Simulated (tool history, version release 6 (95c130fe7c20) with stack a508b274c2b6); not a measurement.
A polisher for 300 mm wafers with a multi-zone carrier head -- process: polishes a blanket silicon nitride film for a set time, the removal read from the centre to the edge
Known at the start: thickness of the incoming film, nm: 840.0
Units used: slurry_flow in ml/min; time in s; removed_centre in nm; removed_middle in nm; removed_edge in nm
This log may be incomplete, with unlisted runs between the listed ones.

run,hour,slurry_flow,centre_zone,middle_zone,edge_zone,time,removed_centre,removed_middle,removed_edge
1,0.0,140,1.00,1.00,1.00,65,119.93,117.44,117.67
2,8.5,145,0.97,1.04,1.03,66,118.52,124.08,120.64
3,14.9,150,0.95,1.06,1.06,67,119.56,128.41,124.40
4,18.0,150,0.95,0.99,1.06,67,120.48,120.36,124.35
5,21.1,150,0.93,1.03,1.08,68,119.13,123.92,128.49
6,26.0,175,0.93,1.03,1.08,68,123.86,128.42,131.51
7,31.3,170,0.91,1.06,1.08,68,120.23,131.98,129.46

Predict the results of run 8:
8,32.7,165,0.90,1.08,1.09,68,?,?,?

{"run 8": {"removed_centre": 117.92, "removed_middle": 130.46, "removed_edge": 130.54}}

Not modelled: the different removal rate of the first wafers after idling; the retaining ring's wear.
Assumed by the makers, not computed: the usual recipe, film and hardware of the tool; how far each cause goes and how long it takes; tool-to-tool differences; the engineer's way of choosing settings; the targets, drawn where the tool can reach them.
